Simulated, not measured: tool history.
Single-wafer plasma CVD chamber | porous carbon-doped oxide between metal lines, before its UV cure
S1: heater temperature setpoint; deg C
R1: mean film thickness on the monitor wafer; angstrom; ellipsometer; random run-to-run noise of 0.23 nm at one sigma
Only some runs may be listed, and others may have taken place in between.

Run 1, day 0.000: S1 280 deg C, RF power (kW) 0.550, deposition time (s) 13.2. Result: R1 893.56 angstrom.
Run 2, day 0.092: S1 290 deg C, RF power (kW) 0.550, deposition time (s) 13.2. Result: R1 831.47 angstrom.
Run 3, day 0.358: S1 290 deg C, RF power (kW) 0.550, deposition time (s) 12.6. Result: R1 797.98 angstrom.
Run 4, day 0.562: S1 290 deg C, RF power (kW) 0.580, deposition time (s) 12.6. Result: R1 833.20 angstrom.
Run 5, day 0.708: S1 288 deg C, RF power (kW) 0.580, deposition time (s) 12.6. Result: R1 839.70 angstrom.
Run 6, day 0.829: S1 286 deg C, RF power (kW) 0.580, deposition time (s) 12.6. Result: R1 856.23 angstrom.

What does the tool deliver on the next run?
Run 7, day 0.858: S1 284 deg C, RF power (kW) 0.580, deposition time (s) 12.6. Result: R1 ?.

R1: 865.36 angstrom
